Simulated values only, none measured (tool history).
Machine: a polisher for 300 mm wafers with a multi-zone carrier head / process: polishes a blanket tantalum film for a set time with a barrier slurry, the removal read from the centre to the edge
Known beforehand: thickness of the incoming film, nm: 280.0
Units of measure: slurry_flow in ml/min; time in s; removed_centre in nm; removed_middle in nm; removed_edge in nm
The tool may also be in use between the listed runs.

run    day  slurry_flow  centre_zone  middle_zone  edge_zone  slurry_solids  time  removed_centre  removed_middle  removed_edge
  1      0          175            1            1          1              1    48          100.96          102.49        102.97
  2    0.2          175            1            1          1              1    55          119.14          117.87        117.14
  3  0.262          185            1         1.02          1              1    55          118.62          120.49           118
  4  0.333          160            1         1.02          1              1    55          116.49          117.86        114.86
  5  0.375          175         1.01         1.04          1              1    55          119.68           120.7        117.98
  6  0.708          175         1.01         1.04          1            1.2    55          126.89          126.34        123.24
  7  0.925          185         1.01         1.06       0.99            1.2    55          127.89          132.95        122.62
  8   1.15          190         1.01         1.06       0.99            1.2    55          128.89          131.44        125.72

What will run 9 give?
  9  1.3          195         1.01         1.07       0.98            1.2    55               ?               ?             ?

{"run 9": {"removed_centre": 128.35, "removed_middle": 133.84, "removed_edge": 123.93}}

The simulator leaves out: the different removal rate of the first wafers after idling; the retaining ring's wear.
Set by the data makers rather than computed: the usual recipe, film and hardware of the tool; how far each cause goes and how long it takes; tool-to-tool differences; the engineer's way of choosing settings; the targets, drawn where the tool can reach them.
